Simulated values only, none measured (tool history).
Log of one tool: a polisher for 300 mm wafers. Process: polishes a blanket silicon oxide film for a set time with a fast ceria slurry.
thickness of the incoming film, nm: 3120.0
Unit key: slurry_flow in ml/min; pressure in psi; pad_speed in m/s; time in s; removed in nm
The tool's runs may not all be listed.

run	hour	slurry_flow	pressure	pad_speed	time	removed
1	0	145	1.8	0.76	61	487.27
2	7.4	145	1.8	0.76	64	517.39
3	15.3	160	1.8	0.76	64	524.98
4	23.4	160	1.8	0.94	64	637.04
5	25.5	160	1.6	0.92	64	565.94
6	30.5	160	1.4	0.9	64	480.27
7	32.7	160	1.3	0.9	64	453.12
8	36.1	160	1.2	0.9	64	425.14
9	44.4	160	1.1	0.9	64	382.66
10	53.4	155	1.1	0.9	64	381.17
11	61.9	145	1.1	0.9	64	377.55
12	67.1	140	1.1	0.9	64	376.56

Expected results for the next run?
13	68.4	135	1.1	0.9	64	?

Run 13 gave removed 377.69 nm.
